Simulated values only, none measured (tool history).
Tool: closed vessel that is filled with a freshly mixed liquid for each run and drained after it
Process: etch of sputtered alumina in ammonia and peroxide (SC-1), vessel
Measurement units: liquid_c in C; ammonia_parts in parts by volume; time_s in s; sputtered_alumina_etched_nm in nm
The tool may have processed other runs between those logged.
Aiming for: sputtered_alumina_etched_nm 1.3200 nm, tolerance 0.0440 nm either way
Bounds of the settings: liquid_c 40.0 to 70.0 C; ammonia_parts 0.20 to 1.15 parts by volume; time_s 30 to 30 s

run,day,liquid_c,ammonia_parts,time_s,sputtered_alumina_etched_nm
1,0.000,56.0,0.65,30,2.2345
2,0.358,56.0,0.55,30,2.2214
3,0.733,53.5,0.55,30,1.9250
4,0.933,48.0,0.55,30,1.4161
5,1.108,42.0,0.55,30,1.0277
6,1.408,42.0,0.55,30,1.0192
7,1.762,43.5,0.55,30,1.0963
8,2.000,48.0,0.55,30,1.4185
9,2.100,47.5,0.55,30,1.4115

Exactly one of the 5 candidate moves below puts every result within its allowed miss. Which one?
A,2.200,45.0,0.70,30,?
B,2.200,45.5,0.90,30,?
C,2.200,45.0,0.50,30,?
D,2.200,45.5,0.60,30,?
E,2.200,49.5,0.45,30,?

move,sputtered_alumina_etched_nm
A,1.2366
B,1.3032
C,1.1975
D,1.2537
E,1.5259
A: takes the result that was furthest off past its target
B: all results land within tolerance of their targets
C: takes the result that was furthest off past its target
D: takes the result that was furthest off past its target
E: misses by more than the last run did
Go with B: it meets all targets.

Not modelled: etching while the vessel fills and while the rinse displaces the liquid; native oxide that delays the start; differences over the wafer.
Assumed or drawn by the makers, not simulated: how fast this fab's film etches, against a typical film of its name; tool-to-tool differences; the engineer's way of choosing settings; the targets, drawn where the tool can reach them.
